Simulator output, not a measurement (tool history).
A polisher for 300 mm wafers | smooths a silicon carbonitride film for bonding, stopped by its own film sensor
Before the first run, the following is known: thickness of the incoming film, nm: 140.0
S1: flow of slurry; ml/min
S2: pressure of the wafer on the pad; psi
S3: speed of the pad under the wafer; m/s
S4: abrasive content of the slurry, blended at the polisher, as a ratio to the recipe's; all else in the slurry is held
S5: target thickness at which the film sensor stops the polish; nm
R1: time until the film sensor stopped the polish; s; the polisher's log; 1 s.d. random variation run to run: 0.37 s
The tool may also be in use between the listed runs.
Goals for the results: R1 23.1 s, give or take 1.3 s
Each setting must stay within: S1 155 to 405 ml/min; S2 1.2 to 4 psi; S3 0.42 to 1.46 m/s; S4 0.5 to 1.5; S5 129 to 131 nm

run 1 hour=0 | S1=260 S2=2.6 S3=0.94 S4=1 S5=129 | R1=34.877
run 2 hour=2.6 | S1=260 S2=2.6 S3=0.94 S4=0.9 S5=129 | R1=37.072
run 3 hour=7.2 | S1=260 S2=2.6 S3=1.1 S4=0.9 S5=129 | R1=32.985
run 4 hour=12.7 | S1=260 S2=2.8 S3=1.12 S4=0.9 S5=129 | R1=30.477
run 5 hour=18.2 | S1=260 S2=2.3 S3=1.12 S4=0.9 S5=129 | R1=36.854
run 6 hour=26.9 | S1=260 S2=2.3 S3=1 S4=0.9 S5=129 | R1=41.616
run 7 hour=33.9 | S1=260 S2=2.6 S3=1.02 S4=0.9 S5=129 | R1=35.961
run 8 hour=36.3 | S1=260 S2=2.8 S3=1.04 S4=0.9 S5=129 | R1=32.637
-- hour=38 head pressure recalibrated
run 9 hour=38 | S1=260 S2=3 S3=1.06 S4=0.9 S5=129 | R1=26.501
run 10 hour=41.7 | S1=260 S2=3.1 S3=1.06 S4=0.9 S5=129 | R1=26.085
run 11 hour=44 | S1=260 S2=3.2 S3=1.06 S4=0.9 S5=129 | R1=24.85

Pick the move, out of 4, that brings all results within their allowed miss; only one does.
run A hour=46.3 | S1=370 S2=2.5 S3=1.18 S4=0.8 S5=130 | R1=?
run B hour=46.3 | S1=230 S2=3.1 S3=0.98 S4=1 S5=129 | R1=?
run C hour=46.3 | S1=265 S2=3 S3=1.08 S4=1.1 S5=131 | R1=?
run D hour=46.3 | S1=255 S2=3 S3=0.96 S4=0.95 S5=131 | R1=?

move=A R1=28.265
move=B R1=26.548
move=C R1=19.594
move=D R1=23.273
A: the biggest miss grows against the last run
B: the biggest miss grows against the last run
C: carries the result that was furthest off beyond its target, to the other side
D: every result lands within tolerance
Answer: D
